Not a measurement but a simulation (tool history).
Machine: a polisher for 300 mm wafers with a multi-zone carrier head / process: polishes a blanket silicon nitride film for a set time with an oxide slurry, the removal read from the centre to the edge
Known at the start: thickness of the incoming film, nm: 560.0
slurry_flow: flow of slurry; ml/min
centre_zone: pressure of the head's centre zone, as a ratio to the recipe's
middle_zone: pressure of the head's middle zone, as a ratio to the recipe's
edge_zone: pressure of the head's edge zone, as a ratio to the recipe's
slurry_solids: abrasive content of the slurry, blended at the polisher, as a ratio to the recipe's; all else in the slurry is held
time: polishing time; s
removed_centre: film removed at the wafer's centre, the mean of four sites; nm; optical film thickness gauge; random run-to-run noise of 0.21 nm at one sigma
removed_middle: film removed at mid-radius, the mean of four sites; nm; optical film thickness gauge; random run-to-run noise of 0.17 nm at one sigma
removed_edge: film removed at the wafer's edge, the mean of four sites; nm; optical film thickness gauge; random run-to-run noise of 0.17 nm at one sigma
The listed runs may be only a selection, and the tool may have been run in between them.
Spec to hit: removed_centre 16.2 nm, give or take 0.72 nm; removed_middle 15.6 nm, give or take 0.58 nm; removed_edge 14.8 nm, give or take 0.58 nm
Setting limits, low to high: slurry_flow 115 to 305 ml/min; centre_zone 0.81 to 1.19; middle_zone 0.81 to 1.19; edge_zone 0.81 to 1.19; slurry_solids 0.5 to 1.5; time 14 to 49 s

{"run": 1, "day": 0.0, "slurry_flow": 195, "centre_zone": 1, "middle_zone": 1, "edge_zone": 1, "slurry_solids": 1, "time": 31, "removed_centre": 19.355, "removed_middle": 20.349, "removed_edge": 19.915}
{"run": 2, "day": 0.333, "slurry_flow": 195, "centre_zone": 1.01, "middle_zone": 0.99, "edge_zone": 0.97, "slurry_solids": 0.9, "time": 31, "removed_centre": 18.454, "removed_middle": 18.743, "removed_edge": 18.357}
{"run": 3, "day": 0.367, "slurry_flow": 190, "centre_zone": 1.01, "middle_zone": 0.98, "edge_zone": 0.94, "slurry_solids": 0.85, "time": 31, "removed_centre": 18.035, "removed_middle": 17.968, "removed_edge": 17.716}
{"run": 4, "day": 0.646, "slurry_flow": 190, "centre_zone": 1.01, "middle_zone": 0.98, "edge_zone": 0.92, "slurry_solids": 0.8, "time": 31, "removed_centre": 17.367, "removed_middle": 17.591, "removed_edge": 17.015}
{"run": 5, "day": 0.804, "slurry_flow": 210, "centre_zone": 1.01, "middle_zone": 0.98, "edge_zone": 0.92, "slurry_solids": 0.8, "time": 31, "removed_centre": 17.4, "removed_middle": 17.574, "removed_edge": 17.17}
{"run": 6, "day": 1.162, "slurry_flow": 210, "centre_zone": 1.01, "middle_zone": 0.98, "edge_zone": 1, "slurry_solids": 0.8, "time": 31, "removed_centre": 17.525, "removed_middle": 17.811, "removed_edge": 17.81}
{"run": 7, "day": 1.258, "slurry_flow": 210, "centre_zone": 1.02, "middle_zone": 0.98, "edge_zone": 0.97, "slurry_solids": 0.75, "time": 31, "removed_centre": 16.52, "removed_middle": 16.838, "removed_edge": 16.819}
{"run": 8, "day": 1.592, "slurry_flow": 185, "centre_zone": 1.12, "middle_zone": 1.01, "edge_zone": 0.87, "slurry_solids": 0.75, "time": 31, "removed_centre": 18.634, "removed_middle": 17.036, "removed_edge": 15.674}
{"run": 9, "day": 1.704, "slurry_flow": 185, "centre_zone": 1.1, "middle_zone": 1, "edge_zone": 0.87, "slurry_solids": 0.7, "time": 31, "removed_centre": 17.464, "removed_middle": 16.348, "removed_edge": 15.316}
{"run": 10, "day": 1.9, "slurry_flow": 185, "centre_zone": 1.09, "middle_zone": 1, "edge_zone": 0.86, "slurry_solids": 0.7, "time": 31, "removed_centre": 17.228, "removed_middle": 16.407, "removed_edge": 15.221}

Next run, 5 choices. One meets every target within its allowed miss, the rest don't. Which?
{"run": "A", "day": 2.096, "slurry_flow": 225, "centre_zone": 1, "middle_zone": 1.12, "edge_zone": 0.82, "slurry_solids": 0.75, "time": 27, "removed_centre": "?", "removed_middle": "?", "removed_edge": "?"}
{"run": "B", "day": 2.096, "slurry_flow": 175, "centre_zone": 0.99, "middle_zone": 0.97, "edge_zone": 0.86, "slurry_solids": 0.8, "time": 28, "removed_centre": "?", "removed_middle": "?", "removed_edge": "?"}
{"run": "C", "day": 2.096, "slurry_flow": 200, "centre_zone": 1.08, "middle_zone": 1.06, "edge_zone": 0.95, "slurry_solids": 0.6, "time": 28, "removed_centre": "?", "removed_middle": "?", "removed_edge": "?"}
{"run": "D", "day": 2.096, "slurry_flow": 175, "centre_zone": 1.16, "middle_zone": 0.94, "edge_zone": 0.96, "slurry_solids": 0.75, "time": 30, "removed_centre": "?", "removed_middle": "?", "removed_edge": "?"}
{"run": "E", "day": 2.096, "slurry_flow": 210, "centre_zone": 1.13, "middle_zone": 1.07, "edge_zone": 1.02, "slurry_solids": 0.65, "time": 29, "removed_centre": "?", "removed_middle": "?", "removed_edge": "?"}

move=A removed_centre=14.663 removed_middle=16.335 removed_edge=13.746
move=B removed_centre=14.999 removed_middle=15.355 removed_edge=14.736
move=C removed_centre=14.077 removed_middle=13.983 removed_edge=13.144
move=D removed_centre=18.174 removed_middle=15.514 removed_edge=16.02
move=E removed_centre=16.181 removed_middle=15.439 removed_edge=14.897
A: takes the result that was furthest off past its target
B: takes the result that was furthest off past its target
C: takes the result that was furthest off past its target
D: the biggest miss grows against the last run
E: every result lands within tolerance
Move E is the one to make.
